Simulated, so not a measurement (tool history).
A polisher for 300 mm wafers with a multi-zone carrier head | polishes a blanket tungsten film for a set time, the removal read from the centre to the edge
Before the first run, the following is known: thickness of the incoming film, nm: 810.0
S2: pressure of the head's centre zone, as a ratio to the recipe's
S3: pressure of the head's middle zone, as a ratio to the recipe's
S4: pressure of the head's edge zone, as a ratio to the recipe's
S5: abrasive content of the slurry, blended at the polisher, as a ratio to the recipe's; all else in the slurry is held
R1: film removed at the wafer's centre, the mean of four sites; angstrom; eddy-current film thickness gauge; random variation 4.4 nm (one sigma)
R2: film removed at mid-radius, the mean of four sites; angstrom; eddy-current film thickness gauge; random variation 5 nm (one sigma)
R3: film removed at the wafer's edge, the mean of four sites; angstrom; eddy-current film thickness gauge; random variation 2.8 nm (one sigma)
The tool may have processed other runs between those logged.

run 1 hour=0.0 | flow_of_slurry_(ml/min)=150 S2=1.00 S3=1.00 S4=1.00 S5=1.00 polishing_time_(s)=51 | R1=2112.1 R2=2119.1 R3=2073.0
run 2 hour=5.5 | flow_of_slurry_(ml/min)=165 S2=1.03 S3=1.05 S4=1.01 S5=1.15 polishing_time_(s)=54 | R1=2379.8 R2=2397.2 R3=2279.2
run 3 hour=6.5 | flow_of_slurry_(ml/min)=165 S2=0.97 S3=1.05 S4=1.01 S5=1.15 polishing_time_(s)=54 | R1=2232.1 R2=2417.9 R3=2280.7
run 4 hour=8.2 | flow_of_slurry_(ml/min)=165 S2=0.97 S3=1.05 S4=1.01 S5=1.15 polishing_time_(s)=49 | R1=2085.6 R2=2205.6 R3=2072.4
run 5 hour=16.0 | flow_of_slurry_(ml/min)=175 S2=1.01 S3=1.08 S4=0.99 S5=1.25 polishing_time_(s)=54 | R1=2434.4 R2=2582.4 R3=2330.4
run 6 hour=22.6 | flow_of_slurry_(ml/min)=210 S2=1.01 S3=1.08 S4=0.99 S5=1.25 polishing_time_(s)=54 | R1=2532.7 R2=2638.0 R3=2414.7
run 7 hour=30.4 | flow_of_slurry_(ml/min)=210 S2=1.04 S3=1.10 S4=0.98 S5=1.30 polishing_time_(s)=57 | R1=2677.3 R2=2807.4 R3=2501.9

The next listed run, before its measurement:
run 8 hour=38.9 | flow_of_slurry_(ml/min)=215 S2=1.07 S3=1.12 S4=0.97 S5=1.35 polishing_time_(s)=61 | R1=? R2=? R3=?

Run 8 measured R1 3066.9 angstrom, R2 3068.1 angstrom, R3 2722.4 angstrom.
